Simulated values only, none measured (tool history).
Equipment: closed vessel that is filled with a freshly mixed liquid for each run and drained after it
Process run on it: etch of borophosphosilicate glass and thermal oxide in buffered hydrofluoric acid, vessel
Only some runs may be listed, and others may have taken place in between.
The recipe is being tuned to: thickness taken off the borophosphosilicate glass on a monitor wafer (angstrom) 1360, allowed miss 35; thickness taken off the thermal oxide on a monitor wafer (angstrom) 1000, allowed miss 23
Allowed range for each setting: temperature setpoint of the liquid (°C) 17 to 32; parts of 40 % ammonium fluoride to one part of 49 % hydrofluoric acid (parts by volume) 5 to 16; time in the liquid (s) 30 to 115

run	hour	temperature setpoint of the liquid (°C)	parts of 40 % ammonium fluoride to one part of 49 % hydrofluoric acid (parts by volume)	time in the liquid (s)	thickness taken off the borophosphosilicate glass on a monitor wafer (angstrom)	thickness taken off the thermal oxide on a monitor wafer (angstrom)
1	0	24	9.5	60	950.71	692.6
2	3.8	25	9.5	60	1001.5	735.69
3	11.6	25	8	60	1176.7	860.71
4	15.7	25.5	8	60	1197	880.04
5	20.3	23	8	60	1058.5	761.69
6	24	26	8	60	1233.7	906.14
7	31.4	26.5	8	60	1273	926.32
8	32	26.5	8	60	1278.5	919.81
9	40.5	27	8	60	1311.7	960.19

Consider the 4 candidate settings below. Which is the only one whose results all fall within their allowed miss of target?
A	49	24.5	6.5	55	?	?
B	49	32	16	85	?	?
C	49	28	8	60	?	?
D	49	29.5	13	80	?	?

move	thickness taken off the borophosphosilicate glass on a monitor wafer (angstrom)	thickness taken off the thermal oxide on a monitor wafer (angstrom)
A	1295.8	949.73
B	1245.9	923.51
C	1377.6	1014.9
D	1263.1	934.51
A: lands further from the targets than the last run did
B: lands further from the targets than the last run did
C: hits every target within its allowed miss
D: lands further from the targets than the last run did
C is the move that brings every result within its allowed miss.

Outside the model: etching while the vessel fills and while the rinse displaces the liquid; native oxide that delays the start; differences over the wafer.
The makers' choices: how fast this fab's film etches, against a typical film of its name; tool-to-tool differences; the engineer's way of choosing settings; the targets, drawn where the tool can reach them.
